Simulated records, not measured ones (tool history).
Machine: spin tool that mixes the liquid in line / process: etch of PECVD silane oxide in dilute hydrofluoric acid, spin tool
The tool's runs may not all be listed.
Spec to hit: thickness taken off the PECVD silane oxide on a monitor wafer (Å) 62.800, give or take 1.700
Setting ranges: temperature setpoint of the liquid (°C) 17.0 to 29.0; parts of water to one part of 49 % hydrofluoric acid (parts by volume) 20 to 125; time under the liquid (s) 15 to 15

run    day  temperature setpoint of the liquid (°C)  parts of water to one part of 49 % hydrofluoric acid (parts by volume)  time under the liquid (s)  thickness taken off the PECVD silane oxide on a monitor wafer (Å)
  1  0.000                                     21.0                                                                      70                         15                                                             30.536
  2  0.046                                     21.0                                                                      60                         15                                                             35.792
  3  0.167                                     21.0                                                                      70                         15                                                             30.831
  4  0.488                                     23.5                                                                      60                         15                                                             39.694
  5  0.662                                     25.0                                                                      55                         15                                                             47.216
  6  0.800                                     21.5                                                                      55                         15                                                             40.340
  7  1.050                                     21.5                                                                      55                         15                                                             40.317
  8  1.179                                     24.0                                                                      50                         15                                                             49.516
  9  1.400                                     25.5                                                                      50                         15                                                             52.389
 10  1.704                                     26.5                                                                      50                         15                                                             55.722
 11  2.004                                     27.5                                                                      50                         15                                                             56.964
 12  2.300                                     28.0                                                                      50                         15                                                             58.521
 13  2.579                                     28.0                                                                      50                         15                                                             57.752
 14  2.879                                     28.5                                                                      50                         15                                                             60.000
 15  2.992                                     29.0                                                                      50                         15                                                             60.626
 16  3.217                                     29.0                                                                      45                         15                                                             67.197
 17  3.275                                     28.5                                                                      45                         15                                                             67.831
 18  3.462                                     28.0                                                                      45                         15                                                             65.394

Of the 5 settings listed for the next run, only one would bring every result within its allowed miss of target. Which one?
  A  3.650                                     25.0                                                                      45                         15                                                                  ?
  B  3.650                                     28.5                                                                      45                         15                                                                  ?
  C  3.650                                     29.0                                                                      45                         15                                                                  ?
  D  3.650                                     26.5                                                                      40                         15                                                                  ?
  E  3.650                                     27.0                                                                      45                         15                                                                  ?

move  thickness taken off the PECVD silane oxide on a monitor wafer (Å)
   A                                                             57.751
   B                                                             66.533
   C                                                             67.870
   D                                                             69.559
   E                                                             62.646
A: takes the result that was furthest off past its target
B: its largest miss is bigger than the last run's
C: its largest miss is bigger than the last run's
D: its largest miss is bigger than the last run's
E: all results in spec
E meets every target.
